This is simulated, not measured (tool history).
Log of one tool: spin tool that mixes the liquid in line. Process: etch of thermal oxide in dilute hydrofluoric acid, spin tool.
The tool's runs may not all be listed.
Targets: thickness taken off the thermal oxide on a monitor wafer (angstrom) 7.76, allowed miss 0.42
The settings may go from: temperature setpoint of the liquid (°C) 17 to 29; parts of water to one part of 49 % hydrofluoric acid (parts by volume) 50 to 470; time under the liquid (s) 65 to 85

run,day,temperature setpoint of the liquid (°C),parts of water to one part of 49 % hydrofluoric acid (parts by volume),time under the liquid (s),thickness taken off the thermal oxide on a monitor wafer (angstrom)
1,0,21,260,85,13.421
2,0.267,21,260,85,13.269
3,0.542,17.5,260,85,11.663
4,0.604,17.5,270,85,11.266
5,0.658,17.5,280,85,10.591
6,0.75,17,280,85,10.545
7,1.058,17,290,85,9.7351
8,1.246,17,295,85,9.5306
9,1.521,17,295,85,9.6428
10,1.562,17,300,85,9.3737
11,1.588,17,305,85,9.6395

4 next moves are on the table. One of them brings every result within its allowed miss. Which?
A,1.612,19.5,250,85,?
B,1.612,19.5,280,85,?
C,1.612,17,325,75,?
D,1.612,19.5,265,80,?

move,thickness taken off the thermal oxide on a monitor wafer (angstrom)
A,12.706
B,11.024
C,7.3503
D,11.12
A: further off than the last run
B: further off than the last run
C: meets every target
D: further off than the last run
Answer: C
